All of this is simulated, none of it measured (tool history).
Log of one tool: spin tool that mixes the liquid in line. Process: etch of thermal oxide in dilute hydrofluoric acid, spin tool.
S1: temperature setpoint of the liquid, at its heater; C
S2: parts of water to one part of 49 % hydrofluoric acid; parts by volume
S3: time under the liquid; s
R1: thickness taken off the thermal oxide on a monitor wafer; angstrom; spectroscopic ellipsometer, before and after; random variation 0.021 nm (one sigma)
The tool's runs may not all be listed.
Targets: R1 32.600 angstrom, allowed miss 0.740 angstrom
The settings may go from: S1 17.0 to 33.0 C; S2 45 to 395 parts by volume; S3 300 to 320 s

run 1 hour=0.0 | S1=25.0 S2=220 S3=300 | R1=50.588
run 2 hour=0.9 | S1=23.5 S2=225 S3=300 | R1=46.680
run 3 hour=6.2 | S1=23.5 S2=225 S3=320 | R1=50.068
run 4 hour=13.1 | S1=22.0 S2=230 S3=320 | R1=45.782
run 5 hour=16.9 | S1=22.0 S2=195 S3=320 | R1=56.353
run 6 hour=21.4 | S1=21.0 S2=210 S3=320 | R1=49.332
run 7 hour=28.8 | S1=20.0 S2=220 S3=320 | R1=44.529
run 8 hour=34.7 | S1=19.5 S2=225 S3=320 | R1=42.879
run 9 hour=41.5 | S1=19.0 S2=230 S3=320 | R1=40.883
run 10 hour=43.5 | S1=18.5 S2=235 S3=320 | R1=38.815

4 next moves are on the table. One of them brings every result within its allowed miss. Which?
run A hour=45.5 | S1=17.5 S2=280 S3=300 | R1=?
run B hour=45.5 | S1=18.0 S2=230 S3=300 | R1=?
run C hour=45.5 | S1=20.0 S2=255 S3=300 | R1=?
run D hour=45.5 | S1=19.5 S2=275 S3=310 | R1=?

move=A R1=28.410
move=B R1=36.848
move=C R1=35.054
move=D R1=32.369
A: takes the result that was furthest off past its target
B: nearer than the last run, and not there yet
C: nearer than the last run, and not there yet
D: meets every target
The right move is D.
